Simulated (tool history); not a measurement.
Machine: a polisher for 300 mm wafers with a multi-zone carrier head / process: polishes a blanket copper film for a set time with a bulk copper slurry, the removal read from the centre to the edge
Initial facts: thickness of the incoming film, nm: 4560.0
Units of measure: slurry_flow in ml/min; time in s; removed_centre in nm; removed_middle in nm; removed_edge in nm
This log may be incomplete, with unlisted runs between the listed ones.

run	hour	slurry_flow	centre_zone	middle_zone	edge_zone	slurry_solids	time	removed_centre	removed_middle	removed_edge
1	0.0	230	1.00	1.00	1.00	1.00	76	842.02	840.96	835.09
2	1.4	220	0.98	0.96	1.00	0.90	75	792.61	778.58	818.51
3	7.1	220	0.95	0.96	1.00	0.90	75	765.39	788.74	808.60
4	12.0	220	1.02	0.96	1.00	0.90	75	811.01	788.72	808.72
5	18.3	215	1.01	0.93	1.01	0.80	73	778.07	725.61	770.35
6	22.8	205	0.99	0.90	1.01	0.75	73	739.28	684.92	762.34

What will run 7 give?
7	28.6	165	0.91	0.81	0.91	0.60	72	?	?	?

removed_centre: 644.79 nm
removed_middle: 587.51 nm
removed_edge: 678.53 nm
